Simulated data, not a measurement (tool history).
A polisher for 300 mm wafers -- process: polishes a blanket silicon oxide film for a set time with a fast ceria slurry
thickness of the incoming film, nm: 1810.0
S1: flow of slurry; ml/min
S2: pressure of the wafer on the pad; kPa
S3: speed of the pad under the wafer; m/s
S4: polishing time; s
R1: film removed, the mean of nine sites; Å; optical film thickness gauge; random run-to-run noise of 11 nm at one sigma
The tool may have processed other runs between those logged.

run	hour	S1	S2	S3	S4	R1
1	0.0	320	20.0	0.76	71	9878.6
2	5.4	320	20.7	0.76	71	9917.9
3	10.2	320	21.4	0.76	71	10163.0
4	15.2	320	24.1	0.76	71	11159.0
5	17.8	320	24.8	0.76	71	11336.0
6	20.5	265	24.8	0.76	71	11197.0
7	23.4	270	25.5	0.76	71	11396.0
8	30.6	280	26.2	0.76	71	11777.0

What will run 9 give?
9	38.9	280	31.0	0.76	71	?

R1: 13237.0 Å
